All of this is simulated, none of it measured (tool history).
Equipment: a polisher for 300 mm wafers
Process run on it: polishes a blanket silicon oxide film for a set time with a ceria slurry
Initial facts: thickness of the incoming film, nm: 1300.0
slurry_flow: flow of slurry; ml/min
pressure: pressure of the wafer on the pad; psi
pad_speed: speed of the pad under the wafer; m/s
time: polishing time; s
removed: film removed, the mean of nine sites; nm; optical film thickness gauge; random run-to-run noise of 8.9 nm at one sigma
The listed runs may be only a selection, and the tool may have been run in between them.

| run | hour | slurry_flow | pressure | pad_speed | time | removed |
|---|---|---|---|---|---|---|
| 1 | 0 | 195 | 4 | 1.22 | 87 | 557.99 |
| 2 | 5.4 | 195 | 4 | 1.22 | 87 | 547.29 |
| 3 | 13.6 | 200 | 4.6 | 1.22 | 87 | 631.46 |
| 4 | 20.7 | 200 | 5.1 | 1.22 | 87 | 697.86 |
| 5 | 27.1 | 205 | 5.4 | 1.24 | 87 | 756.95 |
| 6 | 35.3 | 205 | 5 | 1.24 | 87 | 708.54 |

Run 7, settings as shown, results not yet in. Your forecast:
| 7 | 43.5 | 220 | 5.3 | 1.24 | 87 | ? |

Run 7 measured removed 750.05 nm.
